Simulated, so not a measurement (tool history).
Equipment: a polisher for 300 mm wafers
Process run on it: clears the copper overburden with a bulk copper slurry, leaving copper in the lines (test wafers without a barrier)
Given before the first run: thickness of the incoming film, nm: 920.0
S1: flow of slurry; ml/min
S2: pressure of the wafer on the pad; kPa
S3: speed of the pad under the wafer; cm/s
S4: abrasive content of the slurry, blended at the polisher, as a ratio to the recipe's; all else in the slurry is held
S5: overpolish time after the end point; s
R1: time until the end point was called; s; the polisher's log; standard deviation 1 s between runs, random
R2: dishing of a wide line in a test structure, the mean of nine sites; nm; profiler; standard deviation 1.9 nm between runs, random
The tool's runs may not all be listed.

run	hour	S1	S2	S3	S4	S5	R1	R2
1	0.0	285	17.9	136	1.0	9	70.906	63.303
2	5.8	285	15.2	136	1.0	9	83.058	55.875
3	7.6	285	15.9	136	1.0	9	80.217	58.696
4	11.8	285	17.9	136	1.0	9	70.292	66.667
5	15.1	245	17.9	136	1.0	9	72.186	64.874
6	20.1	245	18.6	136	1.0	9	69.305	65.280

The next listed run, before its measurement:
7	23.7	245	19.3	136	1.0	9	?	?

R1: 69.775 s
R2: 67.762 nm

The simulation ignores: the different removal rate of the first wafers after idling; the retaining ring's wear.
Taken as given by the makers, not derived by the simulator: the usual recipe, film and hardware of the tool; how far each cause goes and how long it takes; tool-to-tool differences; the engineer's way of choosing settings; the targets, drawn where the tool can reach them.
